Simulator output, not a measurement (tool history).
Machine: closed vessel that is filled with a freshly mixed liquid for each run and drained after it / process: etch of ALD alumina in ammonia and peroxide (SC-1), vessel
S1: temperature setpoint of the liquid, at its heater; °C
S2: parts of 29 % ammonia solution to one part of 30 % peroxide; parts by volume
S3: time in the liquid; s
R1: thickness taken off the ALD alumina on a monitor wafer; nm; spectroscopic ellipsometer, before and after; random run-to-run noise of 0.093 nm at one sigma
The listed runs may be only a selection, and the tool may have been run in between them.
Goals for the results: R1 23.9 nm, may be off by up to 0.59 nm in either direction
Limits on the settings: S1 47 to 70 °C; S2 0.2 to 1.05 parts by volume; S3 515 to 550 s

run	day	S1	S2	S3	R1
1	0	63	0.55	515	45.917
2	0.246	63	0.55	515	46.041
3	0.533	60.5	0.55	515	40.343
4	0.588	60.5	0.55	515	40.546
5	0.812	60.5	0.65	515	40.856
6	1.096	66	0.65	515	54.608
7	1.2	62.5	0.65	515	45.571
8	1.354	54.5	0.6	515	29.696
9	1.512	49.5	0.6	515	22.542
10	1.617	50	0.6	515	23.251

Next run, 5 choices. One meets every target within its allowed miss, the rest don't. Which?
A	1.721	49	0.65	550	?
B	1.721	52	0.55	515	?
C	1.721	49.5	0.7	515	?
D	1.721	50.5	0.8	525	?
E	1.721	50.5	0.7	540	?

move	R1
A	23.779
B	25.888
C	23.06
D	25.172
E	25.565
A: every result lands within tolerance
B: takes the biggest miss from the last run beyond its target
C: misses by more than the last run did
D: takes the biggest miss from the last run beyond its target
E: takes the biggest miss from the last run beyond its target
Answer: A
